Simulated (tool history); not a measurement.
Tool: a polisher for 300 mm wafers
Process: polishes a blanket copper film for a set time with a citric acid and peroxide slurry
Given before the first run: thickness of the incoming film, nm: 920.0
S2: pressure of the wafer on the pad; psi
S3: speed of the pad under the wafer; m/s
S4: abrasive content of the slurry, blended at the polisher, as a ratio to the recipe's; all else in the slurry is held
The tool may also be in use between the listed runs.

run 1 hour=0.0 | flow_of_slurry_(ml/min)=250 S2=3.6 S3=1.04 S4=1.0 polishing_time_(s)=77 | film_removed_(nm)=207.58
run 2 hour=1.7 | flow_of_slurry_(ml/min)=250 S2=4.0 S3=1.06 S4=1.0 polishing_time_(s)=77 | film_removed_(nm)=235.20
run 3 hour=6.8 | flow_of_slurry_(ml/min)=250 S2=4.0 S3=1.22 S4=1.0 polishing_time_(s)=77 | film_removed_(nm)=263.70
run 4 hour=13.0 | flow_of_slurry_(ml/min)=250 S2=4.2 S3=1.22 S4=1.0 polishing_time_(s)=77 | film_removed_(nm)=281.75
run 5 hour=19.7 | flow_of_slurry_(ml/min)=250 S2=4.2 S3=1.22 S4=1.2 polishing_time_(s)=77 | film_removed_(nm)=289.61
run 6 hour=23.6 | flow_of_slurry_(ml/min)=250 S2=4.2 S3=1.00 S4=1.2 polishing_time_(s)=77 | film_removed_(nm)=229.54

What does the tool deliver on the next run?
run 7 hour=24.9 | flow_of_slurry_(ml/min)=250 S2=5.2 S3=1.04 S4=1.2 polishing_time_(s)=77 | film_removed_(nm)=?

{"run 7": {"film removed (nm)": 298.8}}

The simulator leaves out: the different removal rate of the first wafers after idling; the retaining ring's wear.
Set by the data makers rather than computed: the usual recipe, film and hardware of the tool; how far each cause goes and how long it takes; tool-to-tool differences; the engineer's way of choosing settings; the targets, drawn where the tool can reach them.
